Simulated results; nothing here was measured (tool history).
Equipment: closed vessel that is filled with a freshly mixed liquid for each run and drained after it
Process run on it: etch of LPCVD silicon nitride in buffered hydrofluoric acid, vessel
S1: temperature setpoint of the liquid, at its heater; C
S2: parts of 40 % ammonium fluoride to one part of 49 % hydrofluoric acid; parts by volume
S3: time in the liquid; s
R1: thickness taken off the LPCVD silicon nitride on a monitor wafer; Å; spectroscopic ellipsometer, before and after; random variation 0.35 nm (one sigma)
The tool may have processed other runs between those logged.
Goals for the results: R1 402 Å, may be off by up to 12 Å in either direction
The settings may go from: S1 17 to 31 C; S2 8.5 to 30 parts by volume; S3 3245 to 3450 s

run	hour	S1	S2	S3	R1
1	0	23	23.5	3245	161.96
2	9.7	19.5	23.5	3245	134.19
3	16.9	19.5	17	3245	175.31
4	26.7	21	17	3245	191.78
5	33.9	22.5	16.5	3245	214.56
6	43.6	22.5	16.5	3245	219.66
7	51.6	23.5	16.5	3245	227.72
8	60.9	24.5	16	3245	244.67
9	67.5	25.5	15.5	3245	267.37
10	73.7	26.5	15	3245	294.27
11	79.8	27	15	3245	303.68
12	82.5	27	15	3245	305.58
13	89.8	27.5	15	3245	312.99
14	95.1	28	15	3245	318.06
15	104.4	31	11.5	3255	482.54
16	107.1	30.5	11.5	3255	477.38
17	111.8	30	11.5	3255	456.08

Pick the move, out of 4, that brings all results within their allowed miss; only one does.
A	116.5	30	12	3245	?
B	116.5	28	12.5	3450	?
C	116.5	29.5	14	3315	?
D	116.5	26	11.5	3245	?

move	R1
A	439
B	403.52
C	375.73
D	369.95
A: moves toward the targets from the last run without getting all of them in spec
B: all results in spec
C: takes the biggest miss from the last run beyond its target
D: takes the biggest miss from the last run beyond its target
B meets every target.
